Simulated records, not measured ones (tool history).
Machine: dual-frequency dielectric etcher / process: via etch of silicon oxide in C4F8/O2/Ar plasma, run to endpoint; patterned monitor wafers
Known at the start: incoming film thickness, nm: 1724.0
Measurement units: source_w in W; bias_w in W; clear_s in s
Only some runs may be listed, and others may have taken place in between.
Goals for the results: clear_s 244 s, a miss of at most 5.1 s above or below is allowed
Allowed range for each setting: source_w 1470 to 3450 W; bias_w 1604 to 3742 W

run    day  source_w  bias_w  clear_s
  1      0      2460    2673   266.28
  2   0.05      2240    2673   284.76
  3  0.146      2420    2701   272.59
  4  0.433      2220    2701   284.72
  5  0.542      2220    3036   273.49
  6  0.846      2370    3063   263.19
  7    0.9      2470    3080   257.09
  8  1.046      2540    3092   252.14
  9  1.158      2540    3092   253.21

Which of these 4 next moves meets every target?
  A  1.271      2530    3500        ?
  B  1.271      2360    2953        ?
  C  1.271      2400    3435        ?
  D  1.271      2710    2794        ?

move  clear_s
   A   243.71
   B   266.88
   C   252.22
   D   251.92
A: every result lands within tolerance
B: misses by more than the last run did
C: nearer than the last run, and not there yet
D: nearer than the last run, and not there yet
Go with A: it meets all targets.
